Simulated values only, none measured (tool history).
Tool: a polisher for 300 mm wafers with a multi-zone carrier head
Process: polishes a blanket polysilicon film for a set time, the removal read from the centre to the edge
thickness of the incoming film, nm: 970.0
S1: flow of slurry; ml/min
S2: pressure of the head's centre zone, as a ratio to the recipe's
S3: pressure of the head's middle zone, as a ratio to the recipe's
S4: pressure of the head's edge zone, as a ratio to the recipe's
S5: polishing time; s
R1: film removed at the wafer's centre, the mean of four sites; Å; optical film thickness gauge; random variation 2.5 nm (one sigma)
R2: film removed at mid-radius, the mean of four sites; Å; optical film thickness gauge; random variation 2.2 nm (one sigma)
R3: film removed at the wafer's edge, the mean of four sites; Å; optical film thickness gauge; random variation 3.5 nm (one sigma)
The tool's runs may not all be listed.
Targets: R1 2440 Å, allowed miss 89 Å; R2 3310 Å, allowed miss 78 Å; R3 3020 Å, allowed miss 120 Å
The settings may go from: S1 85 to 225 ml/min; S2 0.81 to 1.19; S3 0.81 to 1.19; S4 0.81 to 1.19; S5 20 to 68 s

{"run": 1, "hour": 0.0, "S1": 145, "S2": 1, "S3": 1, "S4": 1, "S5": 44, "R1": 2429, "R2": 2510.1, "R3": 2636.9}
{"run": 2, "hour": 9.0, "S1": 155, "S2": 0.98, "S3": 1.03, "S4": 1.02, "S5": 44, "R1": 2448.6, "R2": 2600.5, "R3": 2669.9}
{"run": 3, "hour": 10.2, "S1": 155, "S2": 0.94, "S3": 1.03, "S4": 1.02, "S5": 44, "R1": 2351.9, "R2": 2607.1, "R3": 2718.9}
{"run": 4, "hour": 18.9, "S1": 185, "S2": 0.94, "S3": 1.03, "S4": 1.02, "S5": 44, "R1": 2401, "R2": 2624.2, "R3": 2716.8}
{"run": 5, "hour": 23.8, "S1": 185, "S2": 0.92, "S3": 1.05, "S4": 1.02, "S5": 45, "R1": 2420.8, "R2": 2744.8, "R3": 2778.5}
{"run": 6, "hour": 31.4, "S1": 185, "S2": 0.92, "S3": 1.05, "S4": 1.02, "S5": 55, "R1": 2897.7, "R2": 3393.8, "R3": 3338.6}
{"run": 7, "hour": 32.6, "S1": 180, "S2": 0.9, "S3": 1.05, "S4": 1, "S5": 55, "R1": 2800, "R2": 3364.7, "R3": 3327.9}
{"hour": 33.7, "done": "edge zone pressure recalibrated"}
{"run": 8, "hour": 33.7, "S1": 175, "S2": 0.89, "S3": 1.06, "S4": 0.98, "S5": 55, "R1": 2794.1, "R2": 3356.2, "R3": 3205.3}
{"run": 9, "hour": 40.0, "S1": 170, "S2": 0.88, "S3": 1.07, "S4": 0.98, "S5": 55, "R1": 2827.2, "R2": 3356.3, "R3": 3201}
{"run": 10, "hour": 44.1, "S1": 210, "S2": 0.81, "S3": 1.17, "S4": 1.07, "S5": 48, "R1": 2318.7, "R2": 3325.6, "R3": 3013.6}
{"run": 11, "hour": 51.8, "S1": 210, "S2": 0.82, "S3": 1.17, "S4": 1.07, "S5": 48, "R1": 2318.6, "R2": 3283.3, "R3": 2956.2}

5 next moves are on the table. One of them brings every result within its allowed miss. Which?
{"run": "A", "hour": 59.5, "S1": 205, "S2": 0.9, "S3": 1.19, "S4": 1.04, "S5": 50, "R1": "?", "R2": "?", "R3": "?"}
{"run": "B", "hour": 59.5, "S1": 220, "S2": 0.82, "S3": 1.19, "S4": 1.02, "S5": 50, "R1": "?", "R2": "?", "R3": "?"}
{"run": "C", "hour": 59.5, "S1": 200, "S2": 0.83, "S3": 1.13, "S4": 1.01, "S5": 50, "R1": "?", "R2": "?", "R3": "?"}
{"run": "D", "hour": 59.5, "S1": 220, "S2": 0.89, "S3": 1.15, "S4": 1, "S5": 46, "R1": "?", "R2": "?", "R3": "?"}
{"run": "E", "hour": 59.5, "S1": 225, "S2": 0.88, "S3": 1.12, "S4": 1.14, "S5": 52, "R1": "?", "R2": "?", "R3": "?"}

move=A R1=2579.2 R2=3486 R3=3039
move=B R1=2371.5 R2=3518.6 R3=3030.1
move=C R1=2367.3 R2=3324.4 R3=2991.2
move=D R1=2369.1 R2=3141.9 R3=2762.5
move=E R1=2655.3 R2=3480.8 R3=3341.8
A: takes the result that was furthest off past its target
B: brings the result that was furthest off to its target, and leaves another outside
C: meets every target
D: brings the result that was furthest off to its target, and leaves another outside
E: takes the result that was furthest off past its target
Move C is the one to make.
